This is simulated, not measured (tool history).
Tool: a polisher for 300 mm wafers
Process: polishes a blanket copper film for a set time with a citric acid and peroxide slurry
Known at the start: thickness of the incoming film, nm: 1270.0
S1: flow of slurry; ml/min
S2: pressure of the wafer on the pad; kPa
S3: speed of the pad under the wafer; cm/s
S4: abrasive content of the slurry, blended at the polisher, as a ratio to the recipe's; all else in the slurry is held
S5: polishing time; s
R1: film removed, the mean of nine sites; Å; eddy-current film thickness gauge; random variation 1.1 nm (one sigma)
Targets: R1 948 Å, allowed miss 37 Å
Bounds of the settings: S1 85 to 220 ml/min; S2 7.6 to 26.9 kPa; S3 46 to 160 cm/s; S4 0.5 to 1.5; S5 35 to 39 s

run,hour,S1,S2,S3,S4,S5,R1
1,0,140,17.2,102,1,39,727.44
2,7,145,18.6,102,1,39,771.89
3,14.4,145,18.6,102,1,39,782.16
4,17.7,165,18.6,102,1,39,798.96
5,26.1,165,17.2,102,1,39,739.48
6,28.1,165,18.6,102,1,39,813.02
7,36.6,170,19.3,102,1,39,819.56
8,42.2,170,20,102,1,39,868.37
9,48.7,170,20.7,102,1,39,902.56

Which of these 4 next moves meets every target?
A,55.2,180,22.8,90,1,39,?
B,55.2,170,23.4,82,0.9,39,?
C,55.2,175,20.7,116,1,37,?
D,55.2,165,20,114,0.95,36,?

move,R1
A,871.15
B,800.88
C,960.41
D,874.39
A: further off than the last run
B: further off than the last run
C: meets every target
D: further off than the last run
The right move is C.
